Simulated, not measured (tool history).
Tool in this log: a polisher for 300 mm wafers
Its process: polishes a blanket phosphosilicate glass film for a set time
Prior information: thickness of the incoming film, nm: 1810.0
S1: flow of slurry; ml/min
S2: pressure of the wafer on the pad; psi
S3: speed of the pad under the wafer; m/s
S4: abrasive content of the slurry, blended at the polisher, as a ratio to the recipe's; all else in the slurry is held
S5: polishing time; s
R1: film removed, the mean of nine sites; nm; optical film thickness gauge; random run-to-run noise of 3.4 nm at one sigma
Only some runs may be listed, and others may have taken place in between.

run	hour	S1	S2	S3	S4	S5	R1
1	0	275	2.6	1	1	34	239.53
2	5.6	275	2.6	1	0.9	34	217.16
3	12.3	275	2.9	1	0.9	34	243.98
4	18.5	275	3	1	0.9	34	246.78
5	19.8	275	3.1	1	0.9	34	255.83
6	21.3	250	3.1	1	0.9	34	248
7	24.6	265	3.2	1	0.9	34	266.93
8	29.5	275	3.3	1	0.9	34	279.65
9	36.5	285	3.3	1	0.9	34	273.07
10	44.5	285	3.4	1	0.9	34	282.6
11	45.5	285	3.5	1	0.9	34	284.64
12	47	285	3.6	1	0.9	34	296.09

Run 13 has not been measured yet. What should we expect?
13	52.3	285	3.8	1	0.9	34	?

R1: 312.24 nm
